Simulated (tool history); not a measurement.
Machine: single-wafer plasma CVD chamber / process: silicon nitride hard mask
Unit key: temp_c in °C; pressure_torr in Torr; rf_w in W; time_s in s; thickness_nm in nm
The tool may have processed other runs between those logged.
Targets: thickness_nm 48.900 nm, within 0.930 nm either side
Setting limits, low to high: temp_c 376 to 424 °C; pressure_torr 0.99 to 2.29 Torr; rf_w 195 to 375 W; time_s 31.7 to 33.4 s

| run | hour | temp_c | pressure_torr | rf_w | time_s | thickness_nm |
|---|---|---|---|---|---|---|
| 1 | 0.0 | 400 | 1.64 | 285 | 33.4 | 42.028 |
| 2 | 6.7 | 393 | 1.64 | 285 | 33.4 | 42.154 |
| 3 | 10.2 | 393 | 1.73 | 290 | 33.4 | 43.419 |
| 4 | 15.5 | 393 | 1.73 | 290 | 33.4 | 43.686 |
| 5 | 24.4 | 393 | 1.80 | 290 | 33.4 | 44.005 |
| 6 | 26.2 | 393 | 1.87 | 290 | 33.4 | 44.273 |
| 7 | 29.1 | 393 | 1.92 | 295 | 33.4 | 45.339 |
| 8 | 32.6 | 393 | 1.97 | 295 | 33.4 | 45.660 |
| 9 | 35.6 | 393 | 2.01 | 295 | 33.4 | 45.938 |
| 10 | 42.4 | 393 | 2.05 | 295 | 33.4 | 46.207 |
| 11 | 48.7 | 393 | 2.08 | 295 | 33.4 | 46.226 |
| 12 | 52.3 | 393 | 2.11 | 295 | 33.4 | 46.488 |
| 13 | 57.7 | 393 | 2.13 | 295 | 33.4 | 46.810 |
| 14 | 59.4 | 393 | 2.15 | 295 | 33.4 | 46.748 |
| 15 | 65.1 | 393 | 2.17 | 295 | 33.4 | 46.825 |
| 16 | 73.2 | 393 | 2.19 | 295 | 33.4 | 47.425 |
| 17 | 74.2 | 393 | 2.20 | 295 | 33.4 | 47.073 |

4 candidate next runs follow, results not yet known. Just one meets every target within its allowed miss. Identify it.
| A | 75.2 | 390 | 2.16 | 300 | 33.4 | ? |
| B | 75.2 | 383 | 1.86 | 330 | 32.2 | ? |
| C | 75.2 | 376 | 2.24 | 320 | 33.1 | ? |
| D | 75.2 | 390 | 2.26 | 275 | 31.7 | ? |

| move | thickness_nm |
|---|---|
| A | 47.169 |
| B | 45.487 |
| C | 48.952 |
| D | 43.628 |
A: better than the last run, though not everything is in spec
B: lands further from the targets than the last run did
C: each result inside its tolerance
D: lands further from the targets than the last run did
So the answer is move C, the one that meets all the targets.
